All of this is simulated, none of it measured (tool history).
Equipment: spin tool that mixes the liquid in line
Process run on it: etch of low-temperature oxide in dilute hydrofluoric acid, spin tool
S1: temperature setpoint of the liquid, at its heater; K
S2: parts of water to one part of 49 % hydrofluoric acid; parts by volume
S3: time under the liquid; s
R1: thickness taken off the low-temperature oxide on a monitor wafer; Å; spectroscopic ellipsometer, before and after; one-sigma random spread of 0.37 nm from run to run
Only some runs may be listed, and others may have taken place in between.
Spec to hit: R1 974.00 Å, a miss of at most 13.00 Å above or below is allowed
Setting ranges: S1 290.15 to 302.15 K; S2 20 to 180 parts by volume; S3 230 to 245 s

| run | hour | S1 | S2 | S3 | R1 |
|---|---|---|---|---|---|
| 1 | 0.0 | 294.15 | 100 | 230 | 432.00 |
| 2 | 6.4 | 294.15 | 75 | 230 | 591.56 |
| 3 | 12.6 | 295.15 | 75 | 230 | 613.15 |
| 4 | 14.4 | 295.15 | 75 | 245 | 651.21 |
| 5 | 20.7 | 296.65 | 75 | 245 | 699.16 |
| 6 | 29.2 | 296.65 | 100 | 245 | 508.09 |
| 7 | 32.0 | 297.15 | 95 | 245 | 545.42 |
| 8 | 33.0 | 297.65 | 90 | 245 | 591.41 |
| 9 | 37.6 | 298.15 | 85 | 245 | 640.56 |
| 10 | 44.6 | 298.65 | 80 | 245 | 700.43 |
| 11 | 48.2 | 299.15 | 80 | 245 | 715.76 |
| 12 | 57.1 | 299.15 | 80 | 245 | 716.54 |
| 13 | 64.6 | 299.65 | 80 | 245 | 730.10 |
| 14 | 67.7 | 300.15 | 80 | 245 | 748.43 |
| 15 | 70.5 | 300.65 | 80 | 245 | 766.15 |
| 16 | 77.8 | 301.65 | 70 | 245 | 917.74 |
| 17 | 83.8 | 302.15 | 70 | 245 | 936.32 |
| 18 | 87.2 | 302.15 | 65 | 245 | 1021.30 |
| 19 | 92.0 | 301.65 | 65 | 245 | 996.28 |

Exercise: of the 4 proposed moves below, exactly one satisfies all targets within the stated allowed misses. Which move is it?
| A | 96.8 | 302.15 | 65 | 245 | ? |
| B | 96.8 | 301.15 | 60 | 230 | ? |
| C | 96.8 | 302.15 | 65 | 235 | ? |
| D | 96.8 | 300.15 | 60 | 245 | ? |

| move | R1 |
|---|---|
| A | 1009.90 |
| B | 994.77 |
| C | 968.72 |
| D | 1018.40 |
A: further off than the last run
B: better than the last run, though not everything is in spec
C: in spec on every target
D: further off than the last run
C is the move that brings every result within its allowed miss.
